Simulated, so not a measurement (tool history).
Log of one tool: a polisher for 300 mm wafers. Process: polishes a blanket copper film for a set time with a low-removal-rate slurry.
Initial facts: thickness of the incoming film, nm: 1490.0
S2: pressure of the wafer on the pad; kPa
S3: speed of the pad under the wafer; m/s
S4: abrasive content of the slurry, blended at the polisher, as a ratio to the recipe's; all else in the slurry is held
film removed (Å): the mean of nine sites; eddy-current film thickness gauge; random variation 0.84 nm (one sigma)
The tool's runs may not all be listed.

run 1 hour=0.0 | flow_of_slurry_(ml/min)=240 S2=17.9 S3=1.1 S4=1.00 polishing_time_(s)=35 | film_removed_(Å)=938.94
run 2 hour=7.7 | flow_of_slurry_(ml/min)=240 S2=17.9 S3=1.1 S4=0.85 polishing_time_(s)=35 | film_removed_(Å)=912.07
run 3 hour=11.8 | flow_of_slurry_(ml/min)=240 S2=17.9 S3=1.1 S4=0.85 polishing_time_(s)=31 | film_removed_(Å)=808.65
run 4 hour=14.3 | flow_of_slurry_(ml/min)=240 S2=17.9 S3=1.2 S4=0.85 polishing_time_(s)=31 | film_removed_(Å)=870.01
run 5 hour=21.9 | flow_of_slurry_(ml/min)=240 S2=17.2 S3=1.2 S4=0.85 polishing_time_(s)=31 | film_removed_(Å)=856.47
run 6 hour=30.6 | flow_of_slurry_(ml/min)=240 S2=16.5 S3=1.2 S4=0.85 polishing_time_(s)=31 | film_removed_(Å)=800.22

Predict the results of run 7:
run 7 hour=31.6 | flow_of_slurry_(ml/min)=240 S2=15.9 S3=1.2 S4=0.85 polishing_time_(s)=31 | film_removed_(Å)=?

{"run 7": {"film removed (Å)": 781.93}}
